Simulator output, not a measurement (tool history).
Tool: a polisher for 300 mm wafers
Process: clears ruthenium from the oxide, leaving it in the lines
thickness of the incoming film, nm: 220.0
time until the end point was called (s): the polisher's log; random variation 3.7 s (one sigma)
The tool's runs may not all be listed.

run	day	flow of slurry (ml/min)	pressure of the wafer on the pad (kPa)	speed of the pad under the wafer (m/s)	overpolish time after the end point (s)	time until the end point was called (s)
1	0.000	275	19.3	1.28	20	107.62
2	0.179	275	19.3	1.06	20	126.49
3	0.338	275	19.3	0.90	20	150.75
4	0.367	275	19.3	0.90	21	146.63
5	0.608	275	15.9	0.84	21	192.52
6	0.725	275	13.8	0.84	21	220.93
7	1.062	275	12.4	0.84	21	243.04

Forecast run 8:
8	1.233	275	11.7	0.84	21	?

time until the end point was called (s): 263.79
